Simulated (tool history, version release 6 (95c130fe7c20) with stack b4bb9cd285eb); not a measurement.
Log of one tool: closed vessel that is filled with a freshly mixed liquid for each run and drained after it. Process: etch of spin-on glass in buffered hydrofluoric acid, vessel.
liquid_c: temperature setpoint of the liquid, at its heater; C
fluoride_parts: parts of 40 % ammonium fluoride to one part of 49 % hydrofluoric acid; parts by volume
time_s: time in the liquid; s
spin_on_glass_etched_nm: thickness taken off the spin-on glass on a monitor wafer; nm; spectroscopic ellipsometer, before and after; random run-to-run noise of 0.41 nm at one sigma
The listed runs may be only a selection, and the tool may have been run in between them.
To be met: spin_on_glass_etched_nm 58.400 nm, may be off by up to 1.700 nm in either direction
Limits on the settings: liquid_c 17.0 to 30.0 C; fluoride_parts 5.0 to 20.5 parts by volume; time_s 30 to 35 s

run	day	liquid_c	fluoride_parts	time_s	spin_on_glass_etched_nm
1	0.000	22.0	12.5	35	114.370
2	0.333	20.5	14.0	35	95.898
3	0.621	18.5	14.0	35	85.328
4	0.892	20.0	14.0	35	92.980
5	1.050	20.0	14.0	30	79.468
6	1.346	20.0	14.0	35	93.528
7	1.662	19.0	15.0	35	81.445
8	1.938	18.5	16.0	35	74.343
9	2.279	18.0	16.5	35	71.766
10	2.467	17.5	17.0	35	66.689
11	2.779	17.5	17.5	35	65.446
12	3.012	17.5	18.0	35	62.636

Of the 5 settings listed for the next run, only one would bring every result within its allowed miss of target. Which one?
A	3.246	17.0	16.0	30	?
B	3.246	17.5	17.5	35	?
C	3.246	17.0	18.0	35	?
D	3.246	17.0	20.5	35	?
E	3.246	17.5	17.5	30	?

move	spin_on_glass_etched_nm
A	59.230
B	65.097
C	61.530
D	54.114
E	55.798
A: all results land within tolerance of their targets
B: lands further from the targets than the last run did
C: moves toward the targets from the last run without getting all of them in spec
D: takes the biggest miss from the last run beyond its target
E: takes the biggest miss from the last run beyond its target
So the answer is move A, the one that meets all the targets.
